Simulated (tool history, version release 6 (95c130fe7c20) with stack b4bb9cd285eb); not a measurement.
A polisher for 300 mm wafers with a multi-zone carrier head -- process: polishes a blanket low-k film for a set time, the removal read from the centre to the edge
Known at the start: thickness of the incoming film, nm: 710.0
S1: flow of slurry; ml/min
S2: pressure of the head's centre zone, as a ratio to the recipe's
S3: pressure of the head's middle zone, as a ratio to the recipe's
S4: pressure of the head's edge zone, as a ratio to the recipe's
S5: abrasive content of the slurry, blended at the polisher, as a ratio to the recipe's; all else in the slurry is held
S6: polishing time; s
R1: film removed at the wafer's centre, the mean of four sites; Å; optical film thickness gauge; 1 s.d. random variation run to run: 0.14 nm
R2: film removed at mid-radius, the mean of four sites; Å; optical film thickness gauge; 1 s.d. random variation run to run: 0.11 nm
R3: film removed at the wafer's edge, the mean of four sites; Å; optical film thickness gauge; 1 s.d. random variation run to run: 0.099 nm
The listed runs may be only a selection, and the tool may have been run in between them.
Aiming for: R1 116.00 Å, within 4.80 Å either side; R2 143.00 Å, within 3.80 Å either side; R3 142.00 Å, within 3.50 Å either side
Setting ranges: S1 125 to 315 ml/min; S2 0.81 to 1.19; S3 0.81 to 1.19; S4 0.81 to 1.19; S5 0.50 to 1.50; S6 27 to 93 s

run 1 hour=0.0 | S1=205 S2=1.00 S3=1.00 S4=1.00 S5=1.00 S6=59 | R1=246.03 R2=244.01 R3=236.39
run 2 hour=2.2 | S1=195 S2=0.97 S3=1.00 S4=1.00 S5=0.95 S6=57 | R1=225.45 R2=228.25 R3=225.63
run 3 hour=4.0 | S1=190 S2=0.95 S3=1.01 S4=1.00 S5=0.90 S6=55 | R1=206.34 R2=215.52 R3=211.08
run 4 hour=7.0 | S1=190 S2=0.95 S3=1.06 S4=1.00 S5=0.90 S6=55 | R1=202.94 R2=226.33 R3=208.43
run 5 hour=8.2 | S1=185 S2=0.93 S3=1.06 S4=1.00 S5=0.85 S6=53 | R1=188.59 R2=211.32 R3=195.01
run 6 hour=11.0 | S1=185 S2=0.93 S3=1.06 S4=1.00 S5=0.75 S6=53 | R1=173.59 R2=200.97 R3=184.60
run 7 hour=16.3 | S1=140 S2=0.83 S3=0.96 S4=0.91 S5=0.50 S6=48 | R1=114.10 R2=132.01 R3=129.64
run 8 hour=24.1 | S1=145 S2=0.83 S3=0.97 S4=0.93 S5=0.50 S6=48 | R1=116.68 R2=133.11 R3=129.43
run 9 hour=28.5 | S1=145 S2=0.83 S3=0.97 S4=0.93 S5=0.50 S6=48 | R1=114.70 R2=132.77 R3=129.65
run 10 hour=30.4 | S1=150 S2=0.83 S3=0.98 S4=0.96 S5=0.50 S6=48 | R1=114.14 R2=135.31 R3=132.90
run 11 hour=33.0 | S1=155 S2=0.83 S3=0.98 S4=0.97 S5=0.50 S6=48 | R1=113.99 R2=137.65 R3=134.16

4 candidate next runs follow, results not yet known. Just one meets every target within its allowed miss. Identify it.
run A hour=35.6 | S1=155 S2=0.84 S3=0.95 S4=1.00 S5=0.50 S6=48 | R1=? R2=? R3=?
run B hour=35.6 | S1=150 S2=0.85 S3=1.00 S4=1.02 S5=0.65 S6=47 | R1=? R2=? R3=?
run C hour=35.6 | S1=140 S2=0.88 S3=1.11 S4=1.08 S5=0.50 S6=44 | R1=? R2=? R3=?
run D hour=35.6 | S1=170 S2=0.81 S3=1.00 S4=1.05 S5=0.55 S6=46 | R1=? R2=? R3=?

move=A R1=115.07 R2=132.60 R3=136.80
move=B R1=127.95 R2=152.34 R3=152.12
move=C R1=107.41 R2=135.49 R3=127.60
move=D R1=114.02 R2=141.50 R3=142.19
A: misses by more than the last run did
B: the result that was furthest off in the last run now lies on the other side of its target
C: misses by more than the last run did
D: each result inside its tolerance
Move D is the one to make.

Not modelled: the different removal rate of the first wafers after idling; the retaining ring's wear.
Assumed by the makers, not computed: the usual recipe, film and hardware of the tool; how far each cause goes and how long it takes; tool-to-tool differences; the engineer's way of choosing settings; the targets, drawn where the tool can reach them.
